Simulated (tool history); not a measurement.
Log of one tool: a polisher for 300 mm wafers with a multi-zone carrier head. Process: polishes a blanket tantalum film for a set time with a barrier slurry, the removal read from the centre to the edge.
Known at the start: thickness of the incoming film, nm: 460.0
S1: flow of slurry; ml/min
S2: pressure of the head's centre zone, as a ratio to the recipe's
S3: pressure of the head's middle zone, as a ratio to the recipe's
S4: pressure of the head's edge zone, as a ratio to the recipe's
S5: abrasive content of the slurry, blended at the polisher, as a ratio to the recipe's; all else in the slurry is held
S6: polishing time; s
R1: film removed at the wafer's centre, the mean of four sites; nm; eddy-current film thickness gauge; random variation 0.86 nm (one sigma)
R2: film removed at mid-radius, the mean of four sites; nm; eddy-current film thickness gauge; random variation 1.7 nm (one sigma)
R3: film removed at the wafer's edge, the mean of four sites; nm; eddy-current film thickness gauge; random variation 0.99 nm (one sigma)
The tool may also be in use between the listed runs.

run,hour,S1,S2,S3,S4,S5,S6,R1,R2,R3
1,0,210,1,1,1,1,59,104.37,106.29,105.35
2,4.6,225,1.04,1.02,1.04,1.1,59,112.34,112.28,111.21
3,8.3,185,1.04,1.02,1.04,1.1,59,110.37,112.13,108.77
4,11,200,1.08,1.04,1.08,1.15,59,116.24,112.19,114.93
5,14.2,200,1.08,1.11,1.08,1.15,59,115.76,120.05,114.33
6,20.8,215,1.11,1.12,1.09,1.2,59,123.05,122.68,117.61
7,29.6,230,1.13,1.13,1.1,1.2,59,126.7,127.04,120.02
8,31.8,245,1.15,1.12,1.11,1.2,59,130.39,123.66,118.72

The next listed run, before its measurement:
9,35.2,245,1.15,1.12,1.11,1.2,59,?,?,?

R1: 129.17 nm
R2: 125.48 nm
R3: 120.64 nm

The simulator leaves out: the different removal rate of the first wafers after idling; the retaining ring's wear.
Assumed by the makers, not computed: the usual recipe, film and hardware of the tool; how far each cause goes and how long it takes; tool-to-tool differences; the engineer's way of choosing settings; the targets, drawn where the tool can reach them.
